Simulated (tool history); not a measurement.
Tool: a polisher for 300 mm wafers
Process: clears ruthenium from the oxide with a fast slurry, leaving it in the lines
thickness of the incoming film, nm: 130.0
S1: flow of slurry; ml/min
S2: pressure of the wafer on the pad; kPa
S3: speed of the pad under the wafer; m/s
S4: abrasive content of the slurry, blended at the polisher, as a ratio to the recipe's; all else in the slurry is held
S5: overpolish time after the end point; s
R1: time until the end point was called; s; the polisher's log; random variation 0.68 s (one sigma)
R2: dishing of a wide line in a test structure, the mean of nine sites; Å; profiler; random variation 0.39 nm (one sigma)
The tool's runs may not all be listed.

run	hour	S1	S2	S3	S4	S5	R1	R2
1	0	130	19.3	1.1	1	25	29.333	739.9
2	5.9	130	17.9	1.08	1	22	30.643	615.41
3	6.5	130	17.9	0.92	1	22	37.328	542.76
4	12.5	130	17.9	0.92	0.85	22	40.321	518.72
5	20.4	125	16.5	0.9	0.95	20	40.679	466.59
6	27.9	125	16.5	0.9	0.95	15	43.492	365.34
7	32	120	15.2	0.9	1.05	14	44.272	317.72

Run 8 comes next. What will it give?
8	38.4	85	9.7	0.92	1.3	8	?	?

Run 8 gave R1 65.57 s, R2 130.42 Å.
